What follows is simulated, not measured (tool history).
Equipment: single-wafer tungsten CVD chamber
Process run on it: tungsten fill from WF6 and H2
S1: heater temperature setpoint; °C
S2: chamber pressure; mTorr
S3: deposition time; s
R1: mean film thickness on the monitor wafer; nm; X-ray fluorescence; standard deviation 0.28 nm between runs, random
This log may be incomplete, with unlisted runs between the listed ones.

run 1 day=0.000 | S1=375 S2=28300 S3=40.5 | R1=72.421
run 2 day=0.283 | S1=375 S2=28300 S3=40.5 | R1=72.584
run 3 day=0.400 | S1=375 S2=28300 S3=40.5 | R1=72.439
run 4 day=0.696 | S1=375 S2=28300 S3=41.7 | R1=74.516
run 5 day=0.729 | S1=380 S2=28500 S3=41.7 | R1=81.760
run 6 day=0.929 | S1=380 S2=32000 S3=41.7 | R1=88.539
run 7 day=1.067 | S1=384 S2=32200 S3=41.7 | R1=95.453

What will run 8 give?
run 8 day=1.242 | S1=387 S2=32300 S3=41.7 | R1=?

R1: 101.100 nm
